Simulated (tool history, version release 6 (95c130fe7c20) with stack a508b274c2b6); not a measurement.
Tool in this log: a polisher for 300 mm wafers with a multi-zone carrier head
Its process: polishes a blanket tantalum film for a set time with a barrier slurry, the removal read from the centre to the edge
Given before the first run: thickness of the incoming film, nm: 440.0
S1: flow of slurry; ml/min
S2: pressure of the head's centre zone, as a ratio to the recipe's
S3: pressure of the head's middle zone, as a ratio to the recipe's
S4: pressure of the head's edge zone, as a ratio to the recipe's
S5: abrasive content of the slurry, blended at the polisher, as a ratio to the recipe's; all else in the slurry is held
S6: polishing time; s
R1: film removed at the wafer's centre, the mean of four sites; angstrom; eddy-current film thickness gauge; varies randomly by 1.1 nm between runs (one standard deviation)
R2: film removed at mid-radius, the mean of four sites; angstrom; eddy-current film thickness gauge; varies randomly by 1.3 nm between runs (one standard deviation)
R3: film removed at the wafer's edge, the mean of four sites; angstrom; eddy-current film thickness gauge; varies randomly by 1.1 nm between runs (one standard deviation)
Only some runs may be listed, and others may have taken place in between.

Run 1, hour 0.0: S1 215 ml/min, S2 1.00, S3 1.00, S4 1.00, S5 1.00, S6 81 s. Result: R1 761.72 angstrom, R2 755.83 angstrom, R3 767.84 angstrom.
Run 2, hour 3.9: S1 225 ml/min, S2 1.03, S3 1.03, S4 1.03, S5 1.15, S6 83 s. Result: R1 834.79 angstrom, R2 823.66 angstrom, R3 824.80 angstrom.
Run 3, hour 6.8: S1 230 ml/min, S2 1.05, S3 1.05, S4 1.05, S5 1.25, S6 85 s. Result: R1 915.91 angstrom, R2 884.65 angstrom, R3 880.58 angstrom.
Run 4, hour 10.0: S1 265 ml/min, S2 1.05, S3 1.05, S4 1.05, S5 1.25, S6 85 s. Result: R1 922.43 angstrom, R2 878.98 angstrom, R3 914.70 angstrom.
Run 5, hour 11.7: S1 265 ml/min, S2 1.05, S3 1.05, S4 1.05, S5 1.40, S6 85 s. Result: R1 947.39 angstrom, R2 914.70 angstrom, R3 929.37 angstrom.
Run 6, hour 13.1: S1 265 ml/min, S2 1.05, S3 1.05, S4 1.05, S5 1.50, S6 85 s. Result: R1 929.84 angstrom, R2 926.70 angstrom, R3 931.99 angstrom.
Run 7, hour 14.5: S1 270 ml/min, S2 1.07, S3 1.08, S4 1.07, S5 1.50, S6 86 s. Result: R1 967.78 angstrom, R2 949.42 angstrom, R3 957.54 angstrom.
Run 8, hour 15.7: S1 275 ml/min, S2 1.08, S3 1.10, S4 1.07, S5 1.50, S6 88 s. Result: R1 1011.90 angstrom, R2 998.85 angstrom, R3 995.94 angstrom.
Run 9, hour 23.2: S1 280 ml/min, S2 1.09, S3 1.11, S4 1.07, S5 1.50, S6 88 s. Result: R1 1026.40 angstrom, R2 1020.10 angstrom, R3 978.36 angstrom.
Run 10, hour 24.0: S1 285 ml/min, S2 1.10, S3 1.11, S4 1.08, S5 1.50, S6 89 s. Result: R1 1011.90 angstrom, R2 1021.90 angstrom, R3 986.52 angstrom.

Forecast run 11:
Run 11, hour 25.9: S1 285 ml/min, S2 1.11, S3 1.10, S4 1.08, S5 1.50, S6 90 s. Result: R1 ?, R2 ?, R3 ?.

{"run 11": {"R1": 1065.8, "R2": 1014.5, "R3": 1005.6}}
